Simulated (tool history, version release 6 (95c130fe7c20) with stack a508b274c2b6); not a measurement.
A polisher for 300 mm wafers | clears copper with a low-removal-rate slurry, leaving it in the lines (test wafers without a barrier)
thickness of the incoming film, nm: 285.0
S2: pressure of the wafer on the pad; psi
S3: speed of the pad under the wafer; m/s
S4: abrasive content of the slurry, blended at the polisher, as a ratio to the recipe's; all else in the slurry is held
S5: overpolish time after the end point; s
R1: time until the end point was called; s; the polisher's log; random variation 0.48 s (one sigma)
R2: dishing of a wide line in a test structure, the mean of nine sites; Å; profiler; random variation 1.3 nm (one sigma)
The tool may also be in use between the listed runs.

run 1 hour=0 | flow_of_slurry_(ml/min)=270 S2=3.4 S3=1.16 S4=1 S5=28 | R1=61.469 R2=835.91
run 2 hour=7.3 | flow_of_slurry_(ml/min)=270 S2=3.5 S3=1.16 S4=1 S5=26 | R1=58.988 R2=782.28
run 3 hour=10.6 | flow_of_slurry_(ml/min)=270 S2=3.6 S3=1.16 S4=1 S5=25 | R1=57.547 R2=792.38
run 4 hour=12.4 | flow_of_slurry_(ml/min)=270 S2=3.6 S3=1.16 S4=0.8 S5=25 | R1=60.646 R2=750.59
run 5 hour=14.5 | flow_of_slurry_(ml/min)=270 S2=3.7 S3=1.16 S4=0.8 S5=24 | R1=58.279 R2=769.78
run 6 hour=15.7 | flow_of_slurry_(ml/min)=270 S2=3.7 S3=1.44 S4=0.8 S5=24 | R1=49.037 R2=874.3
run 7 hour=16.5 | flow_of_slurry_(ml/min)=270 S2=3.7 S3=1.44 S4=0.8 S5=23 | R1=48.852 R2=829.54

The next listed run, before its measurement:
run 8 hour=24 | flow_of_slurry_(ml/min)=270 S2=3.7 S3=1.44 S4=0.8 S5=22 | R1=? R2=?

Run 8 gave R1 49.643 s, R2 821.1 Å.

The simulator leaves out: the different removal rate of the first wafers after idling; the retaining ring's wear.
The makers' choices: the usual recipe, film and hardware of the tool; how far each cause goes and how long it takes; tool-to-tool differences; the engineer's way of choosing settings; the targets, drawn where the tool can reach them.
